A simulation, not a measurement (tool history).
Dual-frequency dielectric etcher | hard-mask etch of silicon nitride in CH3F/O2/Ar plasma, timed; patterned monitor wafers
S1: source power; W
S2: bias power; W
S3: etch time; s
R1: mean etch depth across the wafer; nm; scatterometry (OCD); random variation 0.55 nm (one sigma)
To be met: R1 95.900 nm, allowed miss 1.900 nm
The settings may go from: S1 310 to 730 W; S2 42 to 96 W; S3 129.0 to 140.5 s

run	hour	S1	S2	S3	R1
1	0.0	520	69	140.5	107.170
2	1.4	500	68	140.5	105.800
3	3.2	500	58	140.5	101.270
4	11.3	580	58	140.5	108.350
5	18.1	560	57	140.5	106.910
6	24.2	560	63	140.5	109.280
7	28.3	540	62	140.5	106.260
8	36.8	520	61	140.5	104.040
9	45.3	510	61	140.5	103.520
# hour 51.2: wet clean of the chamber
10	51.2	500	61	140.5	104.730
11	53.2	480	60	140.0	102.030
12	61.3	470	59	140.0	101.140
13	69.3	460	58	140.0	99.725
14	73.6	450	58	140.0	99.981

5 next moves are on the table. One of them brings every result within its allowed miss. Which?
A	77.9	510	60	137.5	?
B	77.9	520	62	133.5	?
C	77.9	560	61	134.0	?
D	77.9	440	62	136.5	?
E	77.9	510	56	140.5	?

move	R1
A	103.060
B	101.750
C	105.150
D	96.439
E	103.590
A: further off than the last run
B: further off than the last run
C: further off than the last run
D: meets every target
E: further off than the last run
The right move is D.
